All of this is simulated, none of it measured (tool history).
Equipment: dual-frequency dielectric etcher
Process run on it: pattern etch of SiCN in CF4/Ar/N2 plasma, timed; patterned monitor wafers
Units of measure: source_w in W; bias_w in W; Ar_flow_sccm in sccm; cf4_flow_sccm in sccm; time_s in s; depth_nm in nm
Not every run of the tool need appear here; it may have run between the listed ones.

| run | hour | source_w | bias_w | Ar_flow_sccm | cf4_flow_sccm | time_s | depth_nm |
|---|---|---|---|---|---|---|---|
| 1 | 0 | 540 | 56 | 105 | 77 | 103 | 95.218 |
| 2 | 1.1 | 540 | 56 | 105 | 77 | 103 | 95.323 |
| 3 | 7.1 | 540 | 49 | 105 | 77 | 103 | 91.14 |
| 4 | 12.7 | 540 | 49 | 105 | 91 | 103 | 94.081 |
| 5 | 14.2 | 540 | 49 | 105 | 79 | 103 | 91.952 |
| 6 | 19.3 | 520 | 49 | 105 | 79 | 103 | 89.352 |

Predict the results of run 7:
| 7 | 23.5 | 430 | 48 | 105 | 79 | 103 | ? |

Run 7 measured depth_nm 75.74 nm.
